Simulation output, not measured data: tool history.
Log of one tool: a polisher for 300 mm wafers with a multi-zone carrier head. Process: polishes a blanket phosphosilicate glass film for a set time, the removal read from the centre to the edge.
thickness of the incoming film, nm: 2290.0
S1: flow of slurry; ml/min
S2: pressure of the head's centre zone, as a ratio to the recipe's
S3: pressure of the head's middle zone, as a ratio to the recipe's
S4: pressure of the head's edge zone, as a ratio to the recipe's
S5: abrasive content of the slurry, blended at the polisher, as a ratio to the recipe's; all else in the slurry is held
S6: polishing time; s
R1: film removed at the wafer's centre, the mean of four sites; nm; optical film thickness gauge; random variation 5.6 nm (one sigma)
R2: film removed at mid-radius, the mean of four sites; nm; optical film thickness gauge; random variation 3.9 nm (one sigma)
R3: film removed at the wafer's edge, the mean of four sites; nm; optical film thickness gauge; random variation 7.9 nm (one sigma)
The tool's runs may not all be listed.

run,day,S1,S2,S3,S4,S5,S6,R1,R2,R3
1,0.000,250,1.00,1.00,1.00,1.00,79,771.06,735.97,770.28
2,0.300,205,1.00,1.00,1.00,1.00,79,768.23,714.65,726.90
3,0.633,195,0.99,0.97,0.99,0.95,79,738.39,683.03,708.84
4,0.825,165,0.99,0.97,0.99,0.95,79,706.06,676.45,689.76
5,0.962,165,0.99,0.97,0.99,1.10,79,760.99,705.25,744.71
6,1.075,165,0.99,0.97,0.99,1.10,91,858.60,808.66,821.93
7,1.342,170,1.00,0.94,0.98,0.95,88,800.30,735.33,756.70
8,1.388,175,1.01,0.92,0.98,0.85,85,750.47,677.99,716.07
9,1.612,175,1.02,0.90,0.97,0.75,83,715.08,627.85,655.90
10,1.754,175,1.02,0.88,0.97,0.70,82,687.45,592.38,655.25

The next listed run, before its measurement:
11,1.800,175,1.02,0.87,0.95,0.65,82,?,?,?

Run 11 gave R1 655.28 nm, R2 569.88 nm, R3 603.97 nm.
